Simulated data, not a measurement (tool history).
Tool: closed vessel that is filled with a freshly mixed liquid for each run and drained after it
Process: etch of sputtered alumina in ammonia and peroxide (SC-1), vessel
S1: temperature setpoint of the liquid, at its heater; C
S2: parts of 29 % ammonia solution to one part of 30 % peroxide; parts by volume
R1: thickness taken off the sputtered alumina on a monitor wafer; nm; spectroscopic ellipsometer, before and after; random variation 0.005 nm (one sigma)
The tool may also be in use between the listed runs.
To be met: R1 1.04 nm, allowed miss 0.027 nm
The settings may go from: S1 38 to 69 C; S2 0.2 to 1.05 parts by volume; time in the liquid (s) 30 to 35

Run 1, day 0: S1 53 C, S2 0.55 parts by volume, time in the liquid (s) 35. Result: R1 2.036 nm.
Run 2, day 0.046: S1 49.5 C, S2 0.55 parts by volume, time in the liquid (s) 35. Result: R1 1.6834 nm.
Run 3, day 0.088: S1 53 C, S2 0.55 parts by volume, time in the liquid (s) 35. Result: R1 2.053 nm.
Run 4, day 0.175: S1 49.5 C, S2 0.55 parts by volume, time in the liquid (s) 35. Result: R1 1.6937 nm.
Run 5, day 0.25: S1 49.5 C, S2 0.75 parts by volume, time in the liquid (s) 35. Result: R1 1.7493 nm.
Run 6, day 0.433: S1 44.5 C, S2 0.75 parts by volume, time in the liquid (s) 35. Result: R1 1.3193 nm.
Run 7, day 0.65: S1 39.5 C, S2 0.75 parts by volume, time in the liquid (s) 35. Result: R1 0.98283 nm.
Run 8, day 0.733: S1 40 C, S2 0.75 parts by volume, time in the liquid (s) 35. Result: R1 1.0087 nm.

4 next moves are on the table. One of them brings every result within its allowed miss. Which?
Run A, day 0.817: S1 40.5 C, S2 0.8 parts by volume, time in the liquid (s) 35. Result: R1 ?.
Run B, day 0.817: S1 41.5 C, S2 0.9 parts by volume, time in the liquid (s) 30. Result: R1 ?.
Run C, day 0.817: S1 39.5 C, S2 0.7 parts by volume, time in the liquid (s) 35. Result: R1 ?.
Run D, day 0.817: S1 42 C, S2 0.65 parts by volume, time in the liquid (s) 30. Result: R1 ?.

move       R1
   A   1.0482
   B  0.96349
   C  0.97562
   D  0.96158
A: meets every target
B: further off than the last run
C: further off than the last run
D: further off than the last run
Move A is the one to make.
